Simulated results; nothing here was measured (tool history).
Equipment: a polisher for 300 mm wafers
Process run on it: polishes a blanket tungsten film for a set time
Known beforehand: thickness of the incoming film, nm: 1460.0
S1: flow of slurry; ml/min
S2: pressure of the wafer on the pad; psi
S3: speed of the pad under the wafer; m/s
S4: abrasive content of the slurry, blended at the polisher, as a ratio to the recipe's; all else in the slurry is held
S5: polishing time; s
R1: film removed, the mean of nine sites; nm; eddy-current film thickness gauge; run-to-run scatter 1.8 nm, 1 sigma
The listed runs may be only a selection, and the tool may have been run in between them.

run 1 hour=0 | S1=245 S2=2.6 S3=1.26 S4=1 S5=78 | R1=293.77
run 2 hour=8 | S1=245 S2=2.6 S3=1.26 S4=0.85 S5=78 | R1=283.38
run 3 hour=15.2 | S1=245 S2=2.2 S3=1.18 S4=0.85 S5=78 | R1=232
run 4 hour=21.3 | S1=245 S2=1.9 S3=1.12 S4=0.85 S5=78 | R1=185.71
run 5 hour=30.2 | S1=245 S2=1.7 S3=1.12 S4=0.85 S5=78 | R1=168.53
run 6 hour=37.9 | S1=305 S2=1.7 S3=1.12 S4=0.85 S5=78 | R1=172.13
run 7 hour=46.5 | S1=305 S2=1.6 S3=1.12 S4=0.85 S5=78 | R1=164.72

Estimate the outcome of run 8 from the log above:
run 8 hour=48.6 | S1=305 S2=1.5 S3=1.12 S4=0.85 S5=78 | R1=?

R1: 154.71 nm
